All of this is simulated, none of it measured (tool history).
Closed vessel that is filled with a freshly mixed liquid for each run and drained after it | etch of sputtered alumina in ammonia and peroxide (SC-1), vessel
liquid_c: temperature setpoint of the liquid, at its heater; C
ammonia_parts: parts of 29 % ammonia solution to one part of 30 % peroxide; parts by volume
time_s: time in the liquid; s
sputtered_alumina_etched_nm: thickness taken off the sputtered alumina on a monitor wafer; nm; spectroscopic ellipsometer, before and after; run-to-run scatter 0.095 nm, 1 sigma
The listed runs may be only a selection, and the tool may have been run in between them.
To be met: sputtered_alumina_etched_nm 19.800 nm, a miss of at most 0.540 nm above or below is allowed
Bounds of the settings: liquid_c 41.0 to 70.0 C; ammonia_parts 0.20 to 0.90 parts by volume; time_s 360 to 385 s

run,hour,liquid_c,ammonia_parts,time_s,sputtered_alumina_etched_nm
1,0.0,57.0,0.50,360,35.449
2,3.9,55.0,0.50,360,31.977
3,5.3,55.0,0.55,360,32.192
4,6.6,55.0,0.40,360,31.257
5,11.5,49.0,0.40,360,22.505
6,17.8,49.0,0.40,360,22.653
7,20.5,48.5,0.40,360,21.968
8,21.5,48.0,0.40,360,21.287

Which of these 4 next moves meets every target?
A,22.5,46.5,0.50,360,?
B,22.5,46.0,0.40,360,?
C,22.5,46.5,0.20,360,?
D,22.5,44.5,0.35,385,?

move,sputtered_alumina_etched_nm
A,19.984
B,19.018
C,18.308
D,18.438
A: every result lands within tolerance
B: carries the result that was furthest off beyond its target, to the other side
C: carries the result that was furthest off beyond its target, to the other side
D: carries the result that was furthest off beyond its target, to the other side
So the answer is move A, the one that meets all the targets.

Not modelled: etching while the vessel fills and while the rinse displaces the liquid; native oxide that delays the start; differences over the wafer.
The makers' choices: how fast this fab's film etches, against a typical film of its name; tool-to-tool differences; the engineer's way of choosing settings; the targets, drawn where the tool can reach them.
